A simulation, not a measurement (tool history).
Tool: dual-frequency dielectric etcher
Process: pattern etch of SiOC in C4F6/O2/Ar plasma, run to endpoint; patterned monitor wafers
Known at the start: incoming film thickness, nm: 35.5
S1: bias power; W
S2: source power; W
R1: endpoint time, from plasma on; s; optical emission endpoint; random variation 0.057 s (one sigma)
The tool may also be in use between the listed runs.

{"run": 1, "hour": 0.0, "S1": 381, "S2": 280, "R1": 14.314}
{"run": 2, "hour": 6.1, "S1": 388, "S2": 280, "R1": 14.311}
{"run": 3, "hour": 13.9, "S1": 388, "S2": 250, "R1": 14.602}
{"run": 4, "hour": 20.1, "S1": 414, "S2": 250, "R1": 14.453}
{"run": 5, "hour": 21.2, "S1": 414, "S2": 230, "R1": 14.674}
{"run": 6, "hour": 27.5, "S1": 369, "S2": 230, "R1": 15.107}
{"run": 7, "hour": 30.5, "S1": 386, "S2": 230, "R1": 14.94}
{"run": 8, "hour": 37.6, "S1": 401, "S2": 230, "R1": 14.751}
{"run": 9, "hour": 45.6, "S1": 477, "S2": 240, "R1": 13.833}

The next listed run, before its measurement:
{"run": 10, "hour": 48.4, "S1": 480, "S2": 240, "R1": "?"}

Run 10 gave R1 13.894 s.
